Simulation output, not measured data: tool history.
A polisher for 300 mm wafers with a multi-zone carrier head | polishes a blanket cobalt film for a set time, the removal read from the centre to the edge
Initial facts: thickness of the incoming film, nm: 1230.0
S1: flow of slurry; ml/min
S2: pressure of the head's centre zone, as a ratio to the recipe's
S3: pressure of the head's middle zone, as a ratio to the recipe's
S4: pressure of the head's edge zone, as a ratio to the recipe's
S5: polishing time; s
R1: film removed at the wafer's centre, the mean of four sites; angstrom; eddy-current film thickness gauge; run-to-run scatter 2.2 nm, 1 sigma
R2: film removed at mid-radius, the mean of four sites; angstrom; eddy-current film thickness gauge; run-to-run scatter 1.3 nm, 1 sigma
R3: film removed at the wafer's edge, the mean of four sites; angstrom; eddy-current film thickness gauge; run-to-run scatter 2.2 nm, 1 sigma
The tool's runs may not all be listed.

run    day   S1    S2    S3    S4  S5      R1      R2      R3
  1  0.000  250  1.00  1.00  1.00  54  2209.7  2116.5  2121.7
  2  0.258  240  1.00  0.95  0.99  50  1995.0  1915.3  1932.4
  3  0.292  240  1.03  0.91  1.03  47  1884.2  1686.8  1904.1
  4  0.325  235  1.04  0.88  1.01  45  1868.8  1563.9  1756.6
  5  0.467  230  1.03  0.86  1.01  45  1862.6  1568.8  1764.9
  6  0.525  230  0.96  0.86  1.01  45  1703.0  1563.1  1765.7
  7  0.842  225  0.98  0.84  1.01  44  1727.2  1499.9  1763.7
  8  1.000  225  0.99  0.83  1.00  44  1704.1  1485.1  1740.6

Predict the results of run 9:
  9  1.358  225  1.00  0.82  0.99  44   ?   ?   ?

{"run 9": {"R1": 1731.0, "R2": 1480.0, "R3": 1675.9}}
